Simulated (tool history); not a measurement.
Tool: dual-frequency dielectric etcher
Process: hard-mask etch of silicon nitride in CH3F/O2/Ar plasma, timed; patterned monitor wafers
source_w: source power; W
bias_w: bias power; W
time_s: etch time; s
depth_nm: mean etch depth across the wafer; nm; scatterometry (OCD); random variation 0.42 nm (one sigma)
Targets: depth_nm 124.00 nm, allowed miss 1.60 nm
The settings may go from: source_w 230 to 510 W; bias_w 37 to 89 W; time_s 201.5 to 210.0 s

run 1 hour=0.0 | source_w=370 bias_w=63 time_s=201.5 | depth_nm=115.83
run 2 hour=7.7 | source_w=370 bias_w=55 time_s=201.5 | depth_nm=111.54
run 3 hour=12.5 | source_w=380 bias_w=55 time_s=201.5 | depth_nm=113.22
run 4 hour=13.7 | source_w=380 bias_w=55 time_s=210.0 | depth_nm=117.30
run 5 hour=15.7 | source_w=330 bias_w=55 time_s=210.0 | depth_nm=112.84
run 6 hour=19.8 | source_w=340 bias_w=55 time_s=210.0 | depth_nm=113.54
run 7 hour=28.7 | source_w=350 bias_w=55 time_s=210.0 | depth_nm=114.17
run 8 hour=30.6 | source_w=360 bias_w=55 time_s=210.0 | depth_nm=114.94
run 9 hour=34.2 | source_w=370 bias_w=55 time_s=210.0 | depth_nm=116.45

4 next moves are on the table. One of them brings every result within its allowed miss. Which?
run A hour=37.8 | source_w=350 bias_w=56 time_s=210.0 | depth_nm=?
run B hour=37.8 | source_w=410 bias_w=61 time_s=209.5 | depth_nm=?
run C hour=37.8 | source_w=310 bias_w=69 time_s=203.5 | depth_nm=?
run D hour=37.8 | source_w=360 bias_w=56 time_s=203.0 | depth_nm=?

move=A depth_nm=115.24
move=B depth_nm=123.99
move=C depth_nm=114.26
move=D depth_nm=112.42
A: further off than the last run
B: meets every target
C: further off than the last run
D: further off than the last run
The right move is B.

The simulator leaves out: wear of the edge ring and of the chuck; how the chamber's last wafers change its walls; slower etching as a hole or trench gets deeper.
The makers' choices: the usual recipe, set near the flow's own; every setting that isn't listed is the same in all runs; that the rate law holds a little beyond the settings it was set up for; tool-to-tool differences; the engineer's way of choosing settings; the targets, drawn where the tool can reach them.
